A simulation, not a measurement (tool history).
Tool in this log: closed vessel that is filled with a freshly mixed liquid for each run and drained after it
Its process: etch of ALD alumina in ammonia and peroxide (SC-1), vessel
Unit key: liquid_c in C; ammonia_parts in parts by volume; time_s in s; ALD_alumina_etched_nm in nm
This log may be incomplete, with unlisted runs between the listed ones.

run 1 hour=0 | liquid_c=51 ammonia_parts=0.45 time_s=100 | ALD_alumina_etched_nm=4.7691
run 2 hour=4.6 | liquid_c=49.5 ammonia_parts=0.45 time_s=100 | ALD_alumina_etched_nm=4.3977
run 3 hour=12.9 | liquid_c=52 ammonia_parts=0.45 time_s=100 | ALD_alumina_etched_nm=4.9537
run 4 hour=19 | liquid_c=50 ammonia_parts=0.45 time_s=100 | ALD_alumina_etched_nm=4.5181
run 5 hour=23 | liquid_c=48.5 ammonia_parts=0.45 time_s=100 | ALD_alumina_etched_nm=4.1166
run 6 hour=25.6 | liquid_c=48.5 ammonia_parts=0.45 time_s=100 | ALD_alumina_etched_nm=4.1116
run 7 hour=29.4 | liquid_c=47.5 ammonia_parts=0.45 time_s=100 | ALD_alumina_etched_nm=3.8563

What does the tool deliver on the next run?
run 8 hour=35.7 | liquid_c=47 ammonia_parts=0.45 time_s=100 | ALD_alumina_etched_nm=?

ALD_alumina_etched_nm: 3.7283 nm

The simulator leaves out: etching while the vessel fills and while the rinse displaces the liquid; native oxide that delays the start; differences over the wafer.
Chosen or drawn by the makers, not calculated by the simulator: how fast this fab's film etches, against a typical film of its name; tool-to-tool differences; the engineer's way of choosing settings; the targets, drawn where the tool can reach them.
